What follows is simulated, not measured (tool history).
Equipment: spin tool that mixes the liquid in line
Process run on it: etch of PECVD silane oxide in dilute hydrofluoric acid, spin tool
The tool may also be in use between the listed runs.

run  hour  temperature setpoint of the liquid (K)  parts of water to one part of 49 % hydrofluoric acid (parts by volume)  time under the liquid (s)  thickness taken off the PECVD silane oxide on a monitor wafer (nm)
  1     0                                  297.15                                                                     265                        100                                                              5.1796
  2   8.9                                  293.65                                                                     265                        100                                                              4.5851
  3   9.8                                  295.65                                                                     265                        100                                                              4.8823
  4  17.8                                  292.15                                                                     265                        100                                                              4.3225
  5  26.5                                  292.15                                                                     320                        100                                                               3.457
  6  28.6                                  290.15                                                                     320                        100                                                              3.1757
  7  36.4                                  292.65                                                                     310                        100                                                              3.6473
  8  39.2                                  295.15                                                                     300                        100                                                              4.0983
  9  43.1                                  297.15                                                                     295                        100                                                              4.5264

Predict the results of run 10:
 10  43.9                                  298.65                                                                     290                        100                                                                   ?

{"run 10": {"thickness taken off the PECVD silane oxide on a monitor wafer (nm)": 4.911}}

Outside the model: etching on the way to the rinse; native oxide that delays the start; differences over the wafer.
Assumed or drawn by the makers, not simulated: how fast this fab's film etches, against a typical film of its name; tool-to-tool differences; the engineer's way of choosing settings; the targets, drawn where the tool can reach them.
